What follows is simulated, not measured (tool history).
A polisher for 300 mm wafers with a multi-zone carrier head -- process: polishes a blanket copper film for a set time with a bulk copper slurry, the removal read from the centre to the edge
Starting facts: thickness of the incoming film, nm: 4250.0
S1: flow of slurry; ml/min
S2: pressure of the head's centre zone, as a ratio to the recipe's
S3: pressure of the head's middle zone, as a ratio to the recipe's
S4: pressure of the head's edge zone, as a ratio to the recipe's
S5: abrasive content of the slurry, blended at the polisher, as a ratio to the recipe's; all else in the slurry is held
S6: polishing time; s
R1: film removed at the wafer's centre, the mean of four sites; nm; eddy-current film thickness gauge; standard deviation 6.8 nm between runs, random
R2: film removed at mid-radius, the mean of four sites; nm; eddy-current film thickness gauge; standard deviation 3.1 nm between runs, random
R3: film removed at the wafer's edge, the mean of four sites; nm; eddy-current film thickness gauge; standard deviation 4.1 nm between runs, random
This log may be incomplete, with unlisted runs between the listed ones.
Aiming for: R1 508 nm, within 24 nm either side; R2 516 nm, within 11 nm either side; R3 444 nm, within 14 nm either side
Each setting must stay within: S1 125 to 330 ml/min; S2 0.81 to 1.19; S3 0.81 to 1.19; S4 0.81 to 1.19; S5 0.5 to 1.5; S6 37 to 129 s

| run | hour | S1 | S2 | S3 | S4 | S5 | S6 | R1 | R2 | R3 |
|---|---|---|---|---|---|---|---|---|---|---|
| 1 | 0 | 210 | 1 | 1 | 1 | 1 | 83 | 640.16 | 619.47 | 655.45 |
| 2 | 1.8 | 210 | 1 | 1 | 1 | 0.8 | 83 | 595.2 | 593.71 | 619.6 |
| 3 | 9.9 | 210 | 1.02 | 1.01 | 0.97 | 0.75 | 81 | 590.07 | 572.65 | 590.54 |
| 4 | 11.2 | 210 | 1.02 | 1.09 | 0.97 | 0.75 | 81 | 595.69 | 613.06 | 591.25 |
| 5 | 19.3 | 210 | 1.03 | 1.1 | 0.94 | 0.7 | 79 | 567.15 | 589.57 | 553.54 |
| 6 | 25.9 | 210 | 1.03 | 1.1 | 0.94 | 0.7 | 61 | 436.36 | 456.87 | 437.17 |
|  | 26.6 | edge zone pressure recalibrated |
| 7 | 26.6 | 225 | 1.04 | 1.12 | 0.93 | 0.7 | 61 | 437.79 | 467.92 | 407.22 |
| 8 | 34.1 | 225 | 1.05 | 1.13 | 0.95 | 0.75 | 61 | 463.95 | 482.39 | 417.49 |

Which of these 4 next moves meets every target?
| A | 41.6 | 185 | 0.9 | 1.17 | 0.88 | 0.5 | 76 | ? | ? | ? |
| B | 41.6 | 200 | 1.19 | 1 | 1 | 0.95 | 61 | ? | ? | ? |
| C | 41.6 | 235 | 1.02 | 1.08 | 0.96 | 0.7 | 61 | ? | ? | ? |
| D | 41.6 | 235 | 1.09 | 1.16 | 0.96 | 0.85 | 62 | ? | ? | ? |

| move | R1 | R2 | R3 |
|---|---|---|---|
| A | 449.93 | 543.97 | 441.12 |
| B | 538.64 | 448.35 | 439.78 |
| C | 450.01 | 455.45 | 408.31 |
| D | 506.73 | 513.34 | 433.35 |
A: takes the biggest miss from the last run beyond its target
B: lands further from the targets than the last run did
C: lands further from the targets than the last run did
D: every result lands within tolerance
The right move is D.

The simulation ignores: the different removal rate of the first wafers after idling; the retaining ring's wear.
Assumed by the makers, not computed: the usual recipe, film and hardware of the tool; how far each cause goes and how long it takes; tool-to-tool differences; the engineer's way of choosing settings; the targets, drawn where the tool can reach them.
